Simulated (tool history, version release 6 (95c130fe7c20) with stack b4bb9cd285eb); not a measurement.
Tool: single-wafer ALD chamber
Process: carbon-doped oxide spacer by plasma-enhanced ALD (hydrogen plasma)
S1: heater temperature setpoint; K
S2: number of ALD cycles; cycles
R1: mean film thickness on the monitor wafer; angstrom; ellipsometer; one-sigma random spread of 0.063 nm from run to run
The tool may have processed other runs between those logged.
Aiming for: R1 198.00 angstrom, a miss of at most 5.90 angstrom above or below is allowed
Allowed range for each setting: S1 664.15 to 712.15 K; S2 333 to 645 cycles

run 1 hour=0.0 | S1=688.15 S2=489 | R1=274.67
run 2 hour=9.0 | S1=690.15 S2=448 | R1=251.76
run 3 hour=12.1 | S1=692.15 S2=418 | R1=234.23
run 4 hour=19.4 | S1=692.15 S2=378 | R1=211.31
run 5 hour=28.1 | S1=693.15 S2=371 | R1=205.51
run 6 hour=37.6 | S1=693.15 S2=406 | R1=224.51
run 7 hour=45.6 | S1=695.15 S2=393 | R1=216.82
run 8 hour=54.7 | S1=696.15 S2=384 | R1=210.67
run 9 hour=63.6 | S1=697.15 S2=379 | R1=207.44
run 10 hour=71.5 | S1=698.15 S2=375 | R1=204.63

Exercise: of the 5 proposed moves below, exactly one satisfies all targets within the stated allowed misses. Which move is it?
run A hour=79.4 | S1=707.15 S2=411 | R1=?
run B hour=79.4 | S1=697.15 S2=385 | R1=?
run C hour=79.4 | S1=692.15 S2=375 | R1=?
run D hour=79.4 | S1=700.15 S2=363 | R1=?
run E hour=79.4 | S1=692.15 S2=386 | R1=?

move=A R1=216.56
move=B R1=210.65
move=C R1=208.98
move=D R1=196.41
move=E R1=215.11
A: misses by more than the last run did
B: misses by more than the last run did
C: misses by more than the last run did
D: each result inside its tolerance
E: misses by more than the last run did
The right move is D.
